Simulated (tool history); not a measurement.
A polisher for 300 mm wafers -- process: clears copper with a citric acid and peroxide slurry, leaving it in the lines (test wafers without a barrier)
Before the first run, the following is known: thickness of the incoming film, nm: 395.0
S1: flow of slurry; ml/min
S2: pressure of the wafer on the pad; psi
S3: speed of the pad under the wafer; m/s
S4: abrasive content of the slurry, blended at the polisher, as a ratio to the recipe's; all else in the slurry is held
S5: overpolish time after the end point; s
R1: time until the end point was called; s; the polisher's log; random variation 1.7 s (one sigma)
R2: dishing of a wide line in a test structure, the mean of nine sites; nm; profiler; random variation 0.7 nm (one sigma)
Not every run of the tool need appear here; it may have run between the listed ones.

| run | hour | S1 | S2 | S3 | S4 | S5 | R1 | R2 |
|---|---|---|---|---|---|---|---|---|
| 1 | 0 | 225 | 4.1 | 1.06 | 1 | 16 | 154.85 | 25.81 |
| 2 | 3.4 | 225 | 4.5 | 1.06 | 1 | 16 | 146.83 | 27.326 |
| 3 | 5.7 | 205 | 4.5 | 1.06 | 1 | 16 | 145.54 | 26.99 |
| 4 | 12.7 | 205 | 4.5 | 1.06 | 1 | 18 | 145.59 | 29.457 |
| 5 | 13.9 | 210 | 4.5 | 1.06 | 1 | 19 | 143.32 | 32.561 |
| 6 | 19.2 | 210 | 4.5 | 1.06 | 1 | 20 | 145.99 | 32.05 |
| 7 | 27.2 | 210 | 4.5 | 1.06 | 1 | 21 | 148.8 | 33.337 |
| 8 | 32.5 | 210 | 4.5 | 1.06 | 1 | 21 | 145.58 | 33.031 |
| 9 | 38.6 | 210 | 4.5 | 1.06 | 1 | 21 | 150.04 | 35.218 |
| 10 | 39.8 | 215 | 4.6 | 1.06 | 1 | 22 | 145.01 | 35.208 |

Run 11 has not been measured yet. What should we expect?
| 11 | 45.4 | 215 | 4.6 | 1.06 | 1 | 23 | ? | ? |

R1: 145.42 s
R2: 38.332 nm

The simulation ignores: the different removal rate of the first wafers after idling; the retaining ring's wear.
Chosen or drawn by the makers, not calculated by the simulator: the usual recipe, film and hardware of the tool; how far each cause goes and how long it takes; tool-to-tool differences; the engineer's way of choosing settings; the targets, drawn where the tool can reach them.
